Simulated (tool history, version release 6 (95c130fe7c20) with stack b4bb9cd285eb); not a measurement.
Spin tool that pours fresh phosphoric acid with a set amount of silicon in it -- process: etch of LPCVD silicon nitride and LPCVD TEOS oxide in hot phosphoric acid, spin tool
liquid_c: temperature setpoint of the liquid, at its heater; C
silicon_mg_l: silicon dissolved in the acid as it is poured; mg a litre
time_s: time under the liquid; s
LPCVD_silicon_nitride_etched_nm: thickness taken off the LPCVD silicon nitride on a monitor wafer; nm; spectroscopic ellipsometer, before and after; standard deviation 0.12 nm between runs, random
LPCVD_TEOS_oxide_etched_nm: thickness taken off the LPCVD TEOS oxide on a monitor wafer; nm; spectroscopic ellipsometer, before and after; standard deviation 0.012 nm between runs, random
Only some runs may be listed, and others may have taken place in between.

run	hour	liquid_c	silicon_mg_l	time_s	LPCVD_silicon_nitride_etched_nm	LPCVD_TEOS_oxide_etched_nm
1	0.0	161.0	21.5	180	17.681	0.30946
2	2.7	163.0	21.5	180	18.899	0.31272
3	7.1	162.0	25.5	170	17.049	0.28657
4	11.1	161.5	30.0	165	16.472	0.21365
5	19.7	161.0	31.5	160	15.826	0.18925
6	22.7	161.0	31.5	120	12.009	0.11866
7	31.7	161.0	32.0	120	11.886	0.13483
8	39.7	161.0	33.0	120	11.791	0.10510
9	48.0	162.5	32.0	125	13.186	0.14039
10	51.6	162.5	32.5	125	13.146	0.13047
11	53.0	161.5	32.0	120	12.138	0.12600

For run 12, what comes out?
12	60.3	161.5	32.5	120	?	?

LPCVD_silicon_nitride_etched_nm: 12.179 nm
LPCVD_TEOS_oxide_etched_nm: 0.13970 nm
